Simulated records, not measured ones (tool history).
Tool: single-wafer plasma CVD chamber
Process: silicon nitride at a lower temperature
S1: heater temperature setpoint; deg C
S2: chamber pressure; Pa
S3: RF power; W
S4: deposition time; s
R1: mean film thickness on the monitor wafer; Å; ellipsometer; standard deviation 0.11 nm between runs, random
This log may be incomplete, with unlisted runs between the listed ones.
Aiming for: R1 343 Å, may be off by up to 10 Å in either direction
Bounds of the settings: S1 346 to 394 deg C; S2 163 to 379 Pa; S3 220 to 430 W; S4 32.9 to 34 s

run,day,S1,S2,S3,S4,R1
1,0,370,271,325,32.9,427.9
2,0.125,374,271,325,32.9,427.05
3,0.15,374,261,315,32.9,413.78
4,0.221,367,261,315,32.9,411.8
5,0.271,374,261,315,32.9,411.04
6,0.508,382,261,315,32.9,410.19
7,0.883,382,252,310,32.9,404.57
8,1.096,382,244,300,32.9,388.54
9,1.258,382,236,295,32.9,380.34
10,1.562,382,229,290,32.9,374.62
11,1.612,382,189,255,32.9,318.81
12,1.979,382,195,255,32.9,321.98
13,2.262,382,199,255,32.9,322.11
14,2.617,382,203,255,32.9,325.44

4 next moves are on the table. One of them brings every result within its allowed miss. Which?
A,2.971,388,231,275,33.5,?
B,2.971,382,172,270,34,?
C,2.971,380,237,245,32.9,?
D,2.971,373,187,245,33.4,?

move,R1
A,363.44
B,341.78
C,325.58
D,314.84
A: pushes the last run's worst result past its target
B: every result within its allowed miss
C: neither nearer nor further off than the last run
D: misses by more than the last run did
B is the move that brings every result within its allowed miss.
